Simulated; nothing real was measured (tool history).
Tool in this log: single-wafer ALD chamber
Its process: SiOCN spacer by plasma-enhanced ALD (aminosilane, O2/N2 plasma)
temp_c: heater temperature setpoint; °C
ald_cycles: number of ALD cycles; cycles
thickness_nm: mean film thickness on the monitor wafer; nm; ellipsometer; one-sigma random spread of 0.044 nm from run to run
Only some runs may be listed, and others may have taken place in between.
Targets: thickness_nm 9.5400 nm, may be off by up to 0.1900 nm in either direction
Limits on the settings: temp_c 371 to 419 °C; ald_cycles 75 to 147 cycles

Run 1, day 0.000: temp_c 395 °C, ald_cycles 111 cycles. Result: thickness_nm 7.6582 nm.
Run 2, day 0.375: temp_c 395 °C, ald_cycles 117 cycles. Result: thickness_nm 8.1928 nm.
Run 3, day 0.679: temp_c 395 °C, ald_cycles 120 cycles. Result: thickness_nm 8.3240 nm.
Run 4, day 0.850: temp_c 388 °C, ald_cycles 120 cycles. Result: thickness_nm 8.3040 nm.
Run 5, day 0.946: temp_c 388 °C, ald_cycles 123 cycles. Result: thickness_nm 8.5169 nm.
Run 6, day 1.150: temp_c 388 °C, ald_cycles 126 cycles. Result: thickness_nm 8.7187 nm.
Run 7, day 1.479: temp_c 388 °C, ald_cycles 128 cycles. Result: thickness_nm 8.8690 nm.
Run 8, day 1.842: temp_c 388 °C, ald_cycles 130 cycles. Result: thickness_nm 9.0837 nm.
Run 9, day 1.888: temp_c 388 °C, ald_cycles 131 cycles. Result: thickness_nm 9.0980 nm.

Next run, 4 choices. One meets every target within its allowed miss, the rest don't. Which?
Run A, day 1.933: temp_c 391 °C, ald_cycles 131 cycles. Result: thickness_nm ?.
Run B, day 1.933: temp_c 394 °C, ald_cycles 122 cycles. Result: thickness_nm ?.
Run C, day 1.933: temp_c 393 °C, ald_cycles 132 cycles. Result: thickness_nm ?.
Run D, day 1.933: temp_c 391 °C, ald_cycles 137 cycles. Result: thickness_nm ?.

move  thickness_nm
   A        9.0154
   B        8.3961
   C        9.0843
   D        9.4284
A: the biggest miss grows against the last run
B: the biggest miss grows against the last run
C: about as far from the targets as the last run
D: all results land within tolerance of their targets
Correct choice: D, which meets every target
